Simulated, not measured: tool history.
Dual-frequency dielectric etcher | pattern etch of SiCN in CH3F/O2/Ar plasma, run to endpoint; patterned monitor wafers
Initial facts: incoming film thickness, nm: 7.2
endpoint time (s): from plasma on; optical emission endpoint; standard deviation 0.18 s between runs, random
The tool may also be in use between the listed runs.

| run | hour | source power (kW) | bias power (kW) | endpoint time (s) |
|---|---|---|---|---|
| 1 | 0.0 | 0.370 | 0.095 | 19.661 |
| 2 | 7.8 | 0.320 | 0.082 | 22.275 |
| 3 | 16.0 | 0.290 | 0.074 | 23.973 |
| 4 | 23.9 | 0.270 | 0.069 | 25.586 |
| 5 | 29.7 | 0.260 | 0.068 | 26.446 |
| 6 | 38.2 | 0.260 | 0.076 | 25.188 |
| 7 | 45.8 | 0.250 | 0.073 | 25.849 |

For run 8, what comes out?
| 8 | 53.0 | 0.240 | 0.071 | ? |

{"run 8": {"endpoint time (s)": 26.857}}
